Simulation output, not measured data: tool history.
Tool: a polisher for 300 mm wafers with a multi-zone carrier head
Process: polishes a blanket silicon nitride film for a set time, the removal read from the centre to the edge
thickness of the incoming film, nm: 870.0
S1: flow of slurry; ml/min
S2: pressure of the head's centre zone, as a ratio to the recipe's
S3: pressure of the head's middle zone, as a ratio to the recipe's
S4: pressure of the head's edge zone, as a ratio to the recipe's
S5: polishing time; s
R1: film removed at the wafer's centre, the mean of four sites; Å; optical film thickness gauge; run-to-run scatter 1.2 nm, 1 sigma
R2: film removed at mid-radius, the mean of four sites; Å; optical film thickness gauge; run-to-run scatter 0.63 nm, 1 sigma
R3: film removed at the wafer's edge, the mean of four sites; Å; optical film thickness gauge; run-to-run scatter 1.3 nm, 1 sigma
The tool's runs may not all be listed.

run 1 hour=0.0 | S1=300 S2=1.00 S3=1.00 S4=1.00 S5=50 | R1=1225.30 R2=1184.3 R3=1202.0
run 2 hour=7.2 | S1=300 S2=0.98 S3=0.99 S4=0.98 S5=49 | R1=1174.10 R2=1143.4 R3=1162.8
run 3 hour=14.5 | S1=300 S2=0.92 S3=0.99 S4=0.98 S5=49 | R1=1085.10 R2=1136.6 R3=1198.5
run 4 hour=16.0 | S1=300 S2=0.84 S3=0.99 S4=0.98 S5=49 | R1=995.13 R2=1131.9 R3=1145.1
run 5 hour=23.7 | S1=275 S2=0.84 S3=0.99 S4=0.98 S5=49 | R1=995.70 R2=1121.4 R3=1151.8
run 6 hour=28.9 | S1=275 S2=0.85 S3=0.99 S4=0.96 S5=48 | R1=971.37 R2=1109.8 R3=1091.8
run 7 hour=29.9 | S1=270 S2=0.85 S3=0.98 S4=0.95 S5=48 | R1=959.29 R2=1093.1 R3=1109.6
run 8 hour=35.1 | S1=270 S2=0.87 S3=0.98 S4=0.93 S5=47 | R1=970.45 R2=1069.8 R3=1086.4
run 9 hour=41.0 | S1=265 S2=0.88 S3=0.98 S4=0.92 S5=46 | R1=990.43 R2=1055.3 R3=1050.4
run 10 hour=46.6 | S1=265 S2=0.88 S3=0.98 S4=0.92 S5=46 | R1=958.64 R2=1047.7 R3=1051.6
run 11 hour=55.0 | S1=265 S2=0.88 S3=0.98 S4=0.92 S5=46 | R1=970.24 R2=1046.3 R3=1040.6
run 12 hour=59.3 | S1=260 S2=0.88 S3=0.98 S4=0.91 S5=46 | R1=961.30 R2=1038.6 R3=1052.8

What does the tool deliver on the next run?
run 13 hour=67.1 | S1=260 S2=0.89 S3=0.99 S4=0.90 S5=46 | R1=? R2=? R3=?

R1: 994.36 Å
R2: 1063.3 Å
R3: 1034.4 Å
